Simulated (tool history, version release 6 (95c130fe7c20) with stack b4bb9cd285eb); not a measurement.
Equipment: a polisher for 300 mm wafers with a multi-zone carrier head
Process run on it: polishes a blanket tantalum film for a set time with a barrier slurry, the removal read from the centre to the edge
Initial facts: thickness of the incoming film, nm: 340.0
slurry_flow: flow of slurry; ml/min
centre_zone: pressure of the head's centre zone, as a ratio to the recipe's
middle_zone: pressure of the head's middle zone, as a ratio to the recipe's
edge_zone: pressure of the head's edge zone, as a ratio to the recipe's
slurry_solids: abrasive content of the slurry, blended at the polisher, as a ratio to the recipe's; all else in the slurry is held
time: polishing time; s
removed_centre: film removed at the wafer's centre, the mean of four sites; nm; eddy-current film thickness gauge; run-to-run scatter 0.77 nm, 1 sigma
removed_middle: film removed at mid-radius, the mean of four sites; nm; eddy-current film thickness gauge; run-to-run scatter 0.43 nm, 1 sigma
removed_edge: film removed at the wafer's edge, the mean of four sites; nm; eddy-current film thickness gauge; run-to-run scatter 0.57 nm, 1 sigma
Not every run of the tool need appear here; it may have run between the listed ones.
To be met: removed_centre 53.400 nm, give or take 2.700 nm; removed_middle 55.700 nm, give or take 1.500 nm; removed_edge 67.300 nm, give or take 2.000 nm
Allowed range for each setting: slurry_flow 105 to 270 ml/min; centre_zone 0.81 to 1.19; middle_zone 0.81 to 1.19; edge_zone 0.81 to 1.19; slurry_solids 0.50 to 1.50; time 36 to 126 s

run	hour	slurry_flow	centre_zone	middle_zone	edge_zone	slurry_solids	time	removed_centre	removed_middle	removed_edge
1	0.0	175	1.00	1.00	1.00	1.00	81	98.334	95.812	99.033
2	0.7	160	0.95	0.96	1.00	0.85	77	83.379	83.912	88.682
3	3.5	150	0.92	0.92	1.01	0.75	74	75.185	76.385	82.823
4	7.7	140	0.90	0.89	1.03	0.70	71	69.613	68.488	77.368
5	13.7	135	0.88	0.89	1.06	0.65	69	64.728	64.789	74.896
6	16.1	135	0.88	0.89	1.01	0.65	69	63.633	64.187	73.131
7	19.8	135	0.88	0.89	1.01	0.65	69	64.551	64.251	71.316
8	24.9	130	0.86	0.88	1.04	0.60	68	58.563	60.709	70.480

4 next moves are on the table. One of them brings every result within its allowed miss. Which?
A	30.0	115	0.92	0.81	1.09	0.55	65	?	?	?
B	30.0	120	0.99	0.87	0.95	0.60	63	?	?	?
C	30.0	120	0.85	0.86	1.09	0.65	63	?	?	?
D	30.0	105	0.91	0.87	1.04	0.50	64	?	?	?

move	removed_centre	removed_middle	removed_edge
A	57.259	52.709	67.343
B	61.894	55.644	62.907
C	54.260	56.441	68.782
D	53.038	52.139	62.108
A: takes the result that was furthest off past its target
B: brings the result that was furthest off to its target, and leaves another outside
C: in spec on every target
D: takes the result that was furthest off past its target
C meets every target.

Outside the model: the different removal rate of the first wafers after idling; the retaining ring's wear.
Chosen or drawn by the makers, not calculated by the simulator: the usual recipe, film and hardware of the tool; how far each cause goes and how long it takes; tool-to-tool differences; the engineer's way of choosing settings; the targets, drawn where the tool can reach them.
